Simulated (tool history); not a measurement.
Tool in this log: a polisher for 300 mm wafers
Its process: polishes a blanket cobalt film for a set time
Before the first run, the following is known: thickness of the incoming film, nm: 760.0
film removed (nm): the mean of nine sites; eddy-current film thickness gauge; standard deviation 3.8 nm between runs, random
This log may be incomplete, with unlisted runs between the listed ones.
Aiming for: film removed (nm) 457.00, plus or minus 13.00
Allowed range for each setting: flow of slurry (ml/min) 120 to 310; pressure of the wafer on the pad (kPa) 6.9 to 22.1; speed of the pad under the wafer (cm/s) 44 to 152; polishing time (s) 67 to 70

run	hour	flow of slurry (ml/min)	pressure of the wafer on the pad (kPa)	speed of the pad under the wafer (cm/s)	polishing time (s)	film removed (nm)
1	0.0	200	14.5	98	67	329.92
2	1.9	200	14.5	84	67	283.63
3	6.6	200	17.2	84	67	335.58
4	8.4	200	17.2	84	70	354.19
5	11.2	205	17.9	84	70	370.96
6	13.1	205	17.9	84	67	350.18
7	14.8	205	17.9	84	67	351.49
8	17.6	205	18.6	84	67	369.05
9	25.2	205	19.3	84	67	379.17
10	28.9	210	19.3	84	67	380.12
11	31.8	230	22.1	84	67	429.60

Which single option among these 4 for the next run brings every result within its allowed miss of target? Just one does.
A	34.7	240	21.4	84	68	?
B	34.7	200	21.4	86	67	?
C	34.7	305	22.1	78	69	?
D	34.7	230	22.1	84	70	?

move	film removed (nm)
A	435.19
B	430.26
C	433.54
D	460.16
A: gains on the last run, yet a result remains outside its allowed miss
B: roughly where the last run was
C: gains on the last run, yet a result remains outside its allowed miss
D: in spec on every target
So the answer is move D, the one that meets all the targets.
